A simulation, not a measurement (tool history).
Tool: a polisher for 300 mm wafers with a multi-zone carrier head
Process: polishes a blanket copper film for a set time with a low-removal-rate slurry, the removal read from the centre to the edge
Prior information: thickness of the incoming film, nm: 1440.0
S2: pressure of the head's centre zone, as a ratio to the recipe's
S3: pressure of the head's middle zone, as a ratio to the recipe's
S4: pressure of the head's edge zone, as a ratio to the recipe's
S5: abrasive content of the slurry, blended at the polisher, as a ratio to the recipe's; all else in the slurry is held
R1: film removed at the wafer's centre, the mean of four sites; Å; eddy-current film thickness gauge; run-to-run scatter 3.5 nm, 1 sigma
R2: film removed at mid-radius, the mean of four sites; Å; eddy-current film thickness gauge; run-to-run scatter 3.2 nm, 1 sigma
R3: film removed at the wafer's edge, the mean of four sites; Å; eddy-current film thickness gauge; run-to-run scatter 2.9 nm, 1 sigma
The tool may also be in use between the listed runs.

{"run": 1, "hour": 0.0, "flow of slurry (ml/min)": 235, "S2": 1.0, "S3": 1.0, "S4": 1.0, "S5": 1.0, "polishing time (s)": 82, "R1": 3485.7, "R2": 3467.0, "R3": 3524.3}
{"run": 2, "hour": 6.3, "flow of slurry (ml/min)": 235, "S2": 1.0, "S3": 0.95, "S4": 1.0, "S5": 1.0, "polishing time (s)": 82, "R1": 3488.4, "R2": 3325.0, "R3": 3563.9}
{"run": 3, "hour": 8.0, "flow of slurry (ml/min)": 255, "S2": 1.04, "S3": 1.01, "S4": 1.04, "S5": 1.1, "polishing time (s)": 82, "R1": 3749.1, "R2": 3675.1, "R3": 3711.3}
{"run": 4, "hour": 12.7, "flow of slurry (ml/min)": 255, "S2": 1.04, "S3": 1.01, "S4": 1.04, "S5": 1.3, "polishing time (s)": 82, "R1": 3904.7, "R2": 3794.2, "R3": 3794.2}
{"hour": 18.5, "done": "slurry nozzle cleaned"}
{"run": 5, "hour": 18.5, "flow of slurry (ml/min)": 275, "S2": 1.07, "S3": 1.04, "S4": 1.07, "S5": 1.35, "polishing time (s)": 82, "R1": 4294.3, "R2": 4075.7, "R3": 4086.3}
{"run": 6, "hour": 26.7, "flow of slurry (ml/min)": 290, "S2": 1.07, "S3": 1.06, "S4": 1.05, "S5": 1.35, "polishing time (s)": 82, "R1": 4317.9, "R2": 4186.4, "R3": 4061.9}
{"run": 7, "hour": 33.0, "flow of slurry (ml/min)": 305, "S2": 1.07, "S3": 1.07, "S4": 1.04, "S5": 1.35, "polishing time (s)": 82, "R1": 4309.8, "R2": 4273.1, "R3": 4087.3}
{"run": 8, "hour": 35.3, "flow of slurry (ml/min)": 315, "S2": 1.08, "S3": 1.07, "S4": 1.03, "S5": 1.35, "polishing time (s)": 82, "R1": 4328.1, "R2": 4251.1, "R3": 4022.4}

Run 9 is up next; what results do you expect?
{"run": 9, "hour": 42.2, "flow of slurry (ml/min)": 320, "S2": 1.09, "S3": 1.08, "S4": 1.04, "S5": 1.35, "polishing time (s)": 82, "R1": "?", "R2": "?", "R3": "?"}

For run 9 the tool returned R1 4411.5 Å, R2 4267.9 Å, R3 4080.6 Å.
